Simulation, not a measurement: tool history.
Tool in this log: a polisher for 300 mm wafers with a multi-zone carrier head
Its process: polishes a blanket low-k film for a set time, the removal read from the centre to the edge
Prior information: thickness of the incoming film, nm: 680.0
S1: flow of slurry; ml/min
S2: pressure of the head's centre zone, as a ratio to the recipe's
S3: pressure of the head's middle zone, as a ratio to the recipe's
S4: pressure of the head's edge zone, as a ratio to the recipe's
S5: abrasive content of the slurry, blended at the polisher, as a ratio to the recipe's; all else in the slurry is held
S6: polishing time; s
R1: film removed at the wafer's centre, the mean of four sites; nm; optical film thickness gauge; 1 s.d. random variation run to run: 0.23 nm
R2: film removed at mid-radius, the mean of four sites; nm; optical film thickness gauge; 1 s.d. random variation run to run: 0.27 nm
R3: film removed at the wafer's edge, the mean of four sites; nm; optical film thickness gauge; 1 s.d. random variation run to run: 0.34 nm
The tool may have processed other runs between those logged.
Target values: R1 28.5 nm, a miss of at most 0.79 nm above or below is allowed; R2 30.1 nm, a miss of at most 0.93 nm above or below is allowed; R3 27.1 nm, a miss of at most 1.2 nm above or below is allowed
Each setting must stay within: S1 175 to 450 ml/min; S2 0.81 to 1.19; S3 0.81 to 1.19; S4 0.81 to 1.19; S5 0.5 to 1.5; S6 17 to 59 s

run	hour	S1	S2	S3	S4	S5	S6	R1	R2	R3
1	0	290	1	1	1	1	38	17.87	18.392	18.045
2	4.3	295	1.02	1.03	1.02	1.1	39	19.508	20.249	19.793
3	7	300	1.04	1.06	1.02	1.15	40	20.577	21.763	20.622
4	9.3	305	1.06	1.08	1.03	1.2	41	21.765	22.852	21.617
5	13	305	1.06	1.08	1.03	1.05	41	20.673	21.893	20.624
6	18.4	310	1.08	1.1	1.04	1.15	41	21.774	23.006	21.222
7	22.1	315	1.09	1.11	1.05	1.2	42	22.528	24.352	22.797
8	24.5	340	1.19	1.16	0.96	1.45	44	27.547	28.82	24.322
9	29.8	340	1.19	1.16	0.98	1.45	44	27.438	28.955	24.896
10	33.4	340	1.19	1.16	0.99	1.45	44	27.6	28.622	24.595

Pick the move, out of 5, that brings all results within their allowed miss; only one does.
A	37	340	1.11	0.95	1.13	1.5	47	?	?	?
B	37	240	1.16	1.15	1.03	1.4	49	?	?	?
C	37	365	1.06	0.98	1.15	1.5	48	?	?	?
D	37	290	0.95	1.07	1.13	1.45	50	?	?	?
E	37	355	1.07	1.02	1.13	1.5	48	?	?	?

move	R1	R2	R3
A	28.762	26.004	29.125
B	28.878	29.873	27.639
C	28.663	27.434	30.085
D	26.756	29.745	30.177
E	28.78	28.309	29.805
A: takes the biggest miss from the last run beyond its target
B: meets every target
C: takes the biggest miss from the last run beyond its target
D: takes the biggest miss from the last run beyond its target
E: takes the biggest miss from the last run beyond its target
So the answer is move B, the one that meets all the targets.
